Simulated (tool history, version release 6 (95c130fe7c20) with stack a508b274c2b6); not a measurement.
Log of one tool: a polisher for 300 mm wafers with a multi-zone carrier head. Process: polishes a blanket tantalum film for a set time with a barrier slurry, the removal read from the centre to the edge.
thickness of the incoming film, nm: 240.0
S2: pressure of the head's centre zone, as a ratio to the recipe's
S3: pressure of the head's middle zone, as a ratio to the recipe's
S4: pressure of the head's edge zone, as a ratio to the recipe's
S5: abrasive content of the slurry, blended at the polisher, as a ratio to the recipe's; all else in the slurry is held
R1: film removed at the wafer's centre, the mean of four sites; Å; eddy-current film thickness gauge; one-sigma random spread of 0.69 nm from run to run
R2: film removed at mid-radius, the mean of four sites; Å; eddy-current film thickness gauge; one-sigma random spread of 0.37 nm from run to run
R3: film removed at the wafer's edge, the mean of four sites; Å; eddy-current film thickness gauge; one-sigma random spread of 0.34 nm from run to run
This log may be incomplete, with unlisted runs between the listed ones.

{"run": 1, "hour": 0.0, "flow of slurry (ml/min)": 180, "S2": 1.0, "S3": 1.0, "S4": 1.0, "S5": 1.0, "polishing time (s)": 69, "R1": 1039.6, "R2": 1015.7, "R3": 1026.5}
{"run": 2, "hour": 4.2, "flow of slurry (ml/min)": 175, "S2": 0.99, "S3": 1.01, "S4": 0.97, "S5": 0.9, "polishing time (s)": 63, "R1": 916.94, "R2": 920.67, "R3": 888.78}
{"run": 3, "hour": 11.7, "flow of slurry (ml/min)": 170, "S2": 0.97, "S3": 1.0, "S4": 0.95, "S5": 0.85, "polishing time (s)": 59, "R1": 838.37, "R2": 835.45, "R3": 813.6}
{"run": 4, "hour": 19.9, "flow of slurry (ml/min)": 165, "S2": 0.95, "S3": 1.0, "S4": 0.93, "S5": 0.8, "polishing time (s)": 55, "R1": 728.51, "R2": 760.85, "R3": 735.83}
{"run": 5, "hour": 26.6, "flow of slurry (ml/min)": 165, "S2": 0.95, "S3": 0.94, "S4": 0.93, "S5": 0.8, "polishing time (s)": 55, "R1": 723.02, "R2": 725.17, "R3": 739.53}
{"run": 6, "hour": 27.6, "flow of slurry (ml/min)": 165, "S2": 0.95, "S3": 0.94, "S4": 0.93, "S5": 0.65, "polishing time (s)": 55, "R1": 706.65, "R2": 680.12, "R3": 697.73}
{"run": 7, "hour": 28.3, "flow of slurry (ml/min)": 165, "S2": 0.95, "S3": 0.94, "S4": 0.93, "S5": 0.65, "polishing time (s)": 55, "R1": 685.31, "R2": 681.83, "R3": 699.94}
{"run": 8, "hour": 32.0, "flow of slurry (ml/min)": 165, "S2": 0.94, "S3": 0.95, "S4": 0.91, "S5": 0.6, "polishing time (s)": 52, "R1": 655.29, "R2": 632.19, "R3": 643.31}
{"run": 9, "hour": 37.3, "flow of slurry (ml/min)": 160, "S2": 0.92, "S3": 0.97, "S4": 0.89, "S5": 0.6, "polishing time (s)": 50, "R1": 611.39, "R2": 627.18, "R3": 607.06}
{"run": 10, "hour": 43.7, "flow of slurry (ml/min)": 155, "S2": 0.91, "S3": 0.97, "S4": 0.88, "S5": 0.6, "polishing time (s)": 49, "R1": 593.38, "R2": 599.9, "R3": 588.73}
{"run": 11, "hour": 52.1, "flow of slurry (ml/min)": 155, "S2": 0.91, "S3": 0.97, "S4": 0.88, "S5": 0.6, "polishing time (s)": 49, "R1": 594.75, "R2": 604.23, "R3": 597.76}
{"run": 12, "hour": 54.1, "flow of slurry (ml/min)": 155, "S2": 0.9, "S3": 0.98, "S4": 0.87, "S5": 0.6, "polishing time (s)": 48, "R1": 588.05, "R2": 586.52, "R3": 576.2}
{"run": 13, "hour": 61.7, "flow of slurry (ml/min)": 150, "S2": 0.88, "S3": 1.0, "S4": 0.87, "S5": 0.6, "polishing time (s)": 48, "R1": 552.97, "R2": 593.1, "R3": 571.37}
{"run": 14, "hour": 64.1, "flow of slurry (ml/min)": 150, "S2": 0.88, "S3": 1.01, "S4": 0.86, "S5": 0.6, "polishing time (s)": 47, "R1": 545.52, "R2": 596.81, "R3": 554.16}
{"run": 15, "hour": 69.1, "flow of slurry (ml/min)": 145, "S2": 0.88, "S3": 1.01, "S4": 0.85, "S5": 0.6, "polishing time (s)": 47, "R1": 535.41, "R2": 591.64, "R3": 548.52}
{"run": 16, "hour": 77.0, "flow of slurry (ml/min)": 145, "S2": 0.88, "S3": 1.01, "S4": 0.85, "S5": 0.6, "polishing time (s)": 47, "R1": 552.37, "R2": 589.11, "R3": 551.69}
{"run": 17, "hour": 78.3, "flow of slurry (ml/min)": 140, "S2": 0.87, "S3": 1.02, "S4": 0.84, "S5": 0.6, "polishing time (s)": 47, "R1": 530.03, "R2": 584.31, "R3": 545.94}
{"run": 18, "hour": 87.1, "flow of slurry (ml/min)": 140, "S2": 0.87, "S3": 1.02, "S4": 0.84, "S5": 0.6, "polishing time (s)": 46, "R1": 513.35, "R2": 575.1, "R3": 532.44}
{"run": 19, "hour": 93.8, "flow of slurry (ml/min)": 140, "S2": 0.87, "S3": 1.02, "S4": 0.83, "S5": 0.6, "polishing time (s)": 46, "R1": 515.45, "R2": 578.84, "R3": 538.96}
{"run": 20, "hour": 95.7, "flow of slurry (ml/min)": 130, "S2": 0.92, "S3": 1.05, "S4": 0.81, "S5": 0.5, "polishing time (s)": 42, "R1": 472.15, "R2": 510.9, "R3": 448.1}
{"run": 21, "hour": 96.2, "flow of slurry (ml/min)": 180, "S2": 0.88, "S3": 1.03, "S4": 0.84, "S5": 0.5, "polishing time (s)": 42, "R1": 468.42, "R2": 536.5, "R3": 487.67}
{"run": 22, "hour": 102.9, "flow of slurry (ml/min)": 180, "S2": 0.89, "S3": 1.03, "S4": 0.84, "S5": 0.5, "polishing time (s)": 42, "R1": 488.94, "R2": 528.4, "R3": 478.56}

Estimate the outcome of run 23 from the log above:
{"run": 23, "hour": 109.4, "flow of slurry (ml/min)": 185, "S2": 0.89, "S3": 1.03, "S4": 0.85, "S5": 0.5, "polishing time (s)": 42, "R1": "?", "R2": "?", "R3": "?"}

Run 23 came out at R1 494.16 Å, R2 535.79 Å, R3 487.56 Å.

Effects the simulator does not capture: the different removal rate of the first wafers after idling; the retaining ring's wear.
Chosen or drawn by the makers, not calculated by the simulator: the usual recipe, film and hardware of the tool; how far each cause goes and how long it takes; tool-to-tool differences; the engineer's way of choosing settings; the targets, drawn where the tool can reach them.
